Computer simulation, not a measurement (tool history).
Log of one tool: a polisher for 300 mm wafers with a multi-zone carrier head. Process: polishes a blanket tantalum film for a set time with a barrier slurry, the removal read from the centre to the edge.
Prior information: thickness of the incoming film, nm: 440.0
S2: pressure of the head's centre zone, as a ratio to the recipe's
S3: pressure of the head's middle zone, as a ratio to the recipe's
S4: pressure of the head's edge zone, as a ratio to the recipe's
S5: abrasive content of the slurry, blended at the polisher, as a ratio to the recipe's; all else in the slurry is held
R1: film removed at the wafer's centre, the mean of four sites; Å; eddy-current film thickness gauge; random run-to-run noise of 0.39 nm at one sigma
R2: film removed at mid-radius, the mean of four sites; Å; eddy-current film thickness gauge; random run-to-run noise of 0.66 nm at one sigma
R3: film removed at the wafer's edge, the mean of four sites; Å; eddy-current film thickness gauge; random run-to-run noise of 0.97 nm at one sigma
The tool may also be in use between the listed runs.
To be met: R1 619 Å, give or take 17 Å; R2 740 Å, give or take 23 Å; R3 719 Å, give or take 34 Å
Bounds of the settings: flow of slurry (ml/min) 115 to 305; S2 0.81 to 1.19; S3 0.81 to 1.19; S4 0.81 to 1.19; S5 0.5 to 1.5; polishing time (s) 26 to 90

{"run": 1, "hour": 0.0, "flow of slurry (ml/min)": 195, "S2": 1, "S3": 1, "S4": 1, "S5": 1, "polishing time (s)": 58, "R1": 807.32, "R2": 804.06, "R3": 814.57}
{"run": 2, "hour": 4.6, "flow of slurry (ml/min)": 180, "S2": 0.95, "S3": 1, "S4": 0.97, "S5": 0.95, "polishing time (s)": 58, "R1": 750.09, "R2": 778.43, "R3": 787.56}
{"run": 3, "hour": 12.7, "flow of slurry (ml/min)": 180, "S2": 0.95, "S3": 1, "S4": 0.97, "S5": 0.95, "polishing time (s)": 64, "R1": 824.95, "R2": 861.56, "R3": 880.31}
{"run": 4, "hour": 19.5, "flow of slurry (ml/min)": 180, "S2": 1.03, "S3": 1, "S4": 0.97, "S5": 0.95, "polishing time (s)": 64, "R1": 881.86, "R2": 857.28, "R3": 858.09}
{"hour": 28.0, "done": "worn pad replaced by a new one"}
{"run": 5, "hour": 28.0, "flow of slurry (ml/min)": 180, "S2": 1.03, "S3": 1, "S4": 0.97, "S5": 0.95, "polishing time (s)": 72, "R1": 1096.8, "R2": 1041.9, "R3": 1089.1}
{"run": 6, "hour": 34.6, "flow of slurry (ml/min)": 215, "S2": 1.03, "S3": 1, "S4": 0.97, "S5": 0.95, "polishing time (s)": 72, "R1": 1130.8, "R2": 1075.2, "R3": 1099.6}
{"run": 7, "hour": 36.0, "flow of slurry (ml/min)": 190, "S2": 0.97, "S3": 1.01, "S4": 0.93, "S5": 0.8, "polishing time (s)": 70, "R1": 941.11, "R2": 961.54, "R3": 948.1}
{"run": 8, "hour": 43.1, "flow of slurry (ml/min)": 170, "S2": 0.92, "S3": 1.01, "S4": 0.92, "S5": 0.7, "polishing time (s)": 69, "R1": 818.26, "R2": 872.68, "R3": 850.07}
{"run": 9, "hour": 44.4, "flow of slurry (ml/min)": 155, "S2": 0.89, "S3": 1.01, "S4": 0.93, "S5": 0.65, "polishing time (s)": 69, "R1": 744.05, "R2": 816.68, "R3": 813.53}
{"run": 10, "hour": 52.9, "flow of slurry (ml/min)": 145, "S2": 0.87, "S3": 1.02, "S4": 0.92, "S5": 0.6, "polishing time (s)": 69, "R1": 680.19, "R2": 778.56, "R3": 773.1}
{"run": 11, "hour": 53.6, "flow of slurry (ml/min)": 135, "S2": 0.86, "S3": 1.03, "S4": 0.91, "S5": 0.6, "polishing time (s)": 69, "R1": 661.25, "R2": 772.29, "R3": 741.95}
{"run": 12, "hour": 56.3, "flow of slurry (ml/min)": 130, "S2": 0.85, "S3": 1.03, "S4": 0.91, "S5": 0.6, "polishing time (s)": 69, "R1": 646.49, "R2": 757.64, "R3": 758.78}
{"run": 13, "hour": 60.2, "flow of slurry (ml/min)": 125, "S2": 0.85, "S3": 1.03, "S4": 0.9, "S5": 0.6, "polishing time (s)": 69, "R1": 642.16, "R2": 761.45, "R3": 742.47}
{"run": 14, "hour": 60.9, "flow of slurry (ml/min)": 125, "S2": 0.85, "S3": 1.03, "S4": 0.9, "S5": 0.6, "polishing time (s)": 69, "R1": 634.83, "R2": 765.66, "R3": 750.92}
{"run": 15, "hour": 68.3, "flow of slurry (ml/min)": 125, "S2": 0.85, "S3": 1.03, "S4": 0.89, "S5": 0.55, "polishing time (s)": 69, "R1": 603.18, "R2": 708.95, "R3": 681.64}

Next run, 4 choices. One meets every target within its allowed miss, the rest don't. Which?
{"run": "A", "hour": 75.7, "flow of slurry (ml/min)": 115, "S2": 0.83, "S3": 1.02, "S4": 0.84, "S5": 0.6, "polishing time (s)": 70, "R1": "?", "R2": "?", "R3": "?"}
{"run": "B", "hour": 75.7, "flow of slurry (ml/min)": 160, "S2": 1, "S3": 1.19, "S4": 0.9, "S5": 0.5, "polishing time (s)": 65, "R1": "?", "R2": "?", "R3": "?"}
{"run": "C", "hour": 75.7, "flow of slurry (ml/min)": 125, "S2": 0.88, "S3": 1.01, "S4": 0.9, "S5": 0.5, "polishing time (s)": 69, "R1": "?", "R2": "?", "R3": "?"}
{"run": "D", "hour": 75.7, "flow of slurry (ml/min)": 115, "S2": 0.9, "S3": 1.04, "S4": 0.9, "S5": 0.55, "polishing time (s)": 73, "R1": "?", "R2": "?", "R3": "?"}

move=A R1=620.82 R2=749.08 R3=731.13
move=B R1=657.03 R2=755.35 R3=649.23
move=C R1=580.58 R2=656.98 R3=662.32
move=D R1=655.88 R2=748.09 R3=741.08
A: every result lands within tolerance
B: brings the result that was furthest off to its target, and leaves another outside
C: the biggest miss grows against the last run
D: brings the result that was furthest off to its target, and leaves another outside
So the answer is move A, the one that meets all the targets.
